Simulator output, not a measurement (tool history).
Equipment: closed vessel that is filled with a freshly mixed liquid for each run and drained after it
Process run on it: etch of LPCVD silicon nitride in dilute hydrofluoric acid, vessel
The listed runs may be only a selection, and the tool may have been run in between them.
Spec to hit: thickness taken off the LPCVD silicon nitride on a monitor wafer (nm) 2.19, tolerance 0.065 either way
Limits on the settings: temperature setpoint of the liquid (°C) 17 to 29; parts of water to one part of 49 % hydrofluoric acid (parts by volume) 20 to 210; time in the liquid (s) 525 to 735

run  hour  temperature setpoint of the liquid (°C)  parts of water to one part of 49 % hydrofluoric acid (parts by volume)  time in the liquid (s)  thickness taken off the LPCVD silicon nitride on a monitor wafer (nm)
  1     0                                       21                                                                     115                     735                                                                 2.5719
  2   4.5                                       21                                                                     145                     735                                                                 2.0779
  3  13.5                                     21.5                                                                     145                     735                                                                 2.0967
  4  21.6                                     21.5                                                                     145                     525                                                                 1.5074
  5  28.1                                     18.5                                                                     145                     525                                                                 1.2419
  6  29.3                                     18.5                                                                     145                     735                                                                 1.7175
  7  34.3                                       20                                                                     145                     735                                                                 1.9155
  8  39.7                                     20.5                                                                     145                     735                                                                 1.9646

Next run, 4 choices. One meets every target within its allowed miss, the rest don't. Which?
  A  45.1                                       18                                                                     100                     670                                                                      ?
  B  45.1                                       21                                                                     165                     715                                                                      ?
  C  45.1                                     20.5                                                                     140                     655                                                                      ?
  D  45.1                                       20                                                                     100                     525                                                                      ?

move  thickness taken off the LPCVD silicon nitride on a monitor wafer (nm)
   A                                                                 2.1651
   B                                                                 1.7378
   C                                                                 1.8082
   D                                                                 1.9461
A: hits every target within its allowed miss
B: the biggest miss grows against the last run
C: the biggest miss grows against the last run
D: the biggest miss grows against the last run
The move that meets every target is A.

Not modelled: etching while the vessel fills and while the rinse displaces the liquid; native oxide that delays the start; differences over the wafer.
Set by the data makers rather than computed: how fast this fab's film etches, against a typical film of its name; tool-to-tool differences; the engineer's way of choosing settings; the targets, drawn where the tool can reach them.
